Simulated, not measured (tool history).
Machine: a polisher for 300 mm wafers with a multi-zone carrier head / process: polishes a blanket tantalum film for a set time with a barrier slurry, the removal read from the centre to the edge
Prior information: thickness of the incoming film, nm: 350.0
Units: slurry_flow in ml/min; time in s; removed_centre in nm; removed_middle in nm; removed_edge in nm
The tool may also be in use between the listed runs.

run,day,slurry_flow,centre_zone,middle_zone,edge_zone,slurry_solids,time,removed_centre,removed_middle,removed_edge
1,0,310,1,1,1,1,35,54.886,53.891,53.979
2,0.25,305,0.97,1,0.98,0.9,35,52.018,52.377,52.275
3,0.446,305,0.97,1,0.98,1,35,53.029,54.576,54.32
4,0.596,305,0.94,1.01,0.97,0.9,35,50.555,52.248,52.38
5,0.746,300,0.92,1.04,0.96,0.85,35,47.452,54.171,51.378
6,1.117,300,0.91,1.04,0.94,0.8,35,47.263,50.363,48.915
7,1.425,295,0.89,1.05,0.93,0.75,35,45.312,51.759,48.769
8,1.725,300,0.84,1,0.85,0.5,33,34.736,41.132,38.721

Run 9 is up next; what results do you expect?
9,2.079,305,0.85,1.02,0.87,0.5,33,?,?,?

Run 9 came out at removed_centre 35.531 nm, removed_middle 42.614 nm, removed_edge 39.428 nm.

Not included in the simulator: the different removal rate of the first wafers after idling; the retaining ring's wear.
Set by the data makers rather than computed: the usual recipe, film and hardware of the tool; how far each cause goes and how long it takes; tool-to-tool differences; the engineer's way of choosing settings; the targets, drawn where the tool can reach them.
